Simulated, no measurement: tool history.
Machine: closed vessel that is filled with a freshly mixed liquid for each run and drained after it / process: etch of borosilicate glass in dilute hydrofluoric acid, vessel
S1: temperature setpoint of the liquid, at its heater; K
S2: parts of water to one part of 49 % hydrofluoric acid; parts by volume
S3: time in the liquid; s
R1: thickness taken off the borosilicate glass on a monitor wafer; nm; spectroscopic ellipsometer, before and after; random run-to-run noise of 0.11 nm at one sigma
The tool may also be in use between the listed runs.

run	day	S1	S2	S3	R1
1	0.000	295.15	245	85	11.0950
2	0.208	297.65	235	85	12.8770
3	0.579	297.65	265	85	11.1670
4	0.733	297.65	345	85	7.8831
5	0.971	297.65	345	85	7.7582
6	1.050	299.15	305	85	9.6415
7	1.192	303.15	210	85	17.9260
8	1.338	302.65	210	85	17.5190

What does the tool deliver on the next run?
9	1.500	302.15	210	85	?

R1: 17.5610 nm
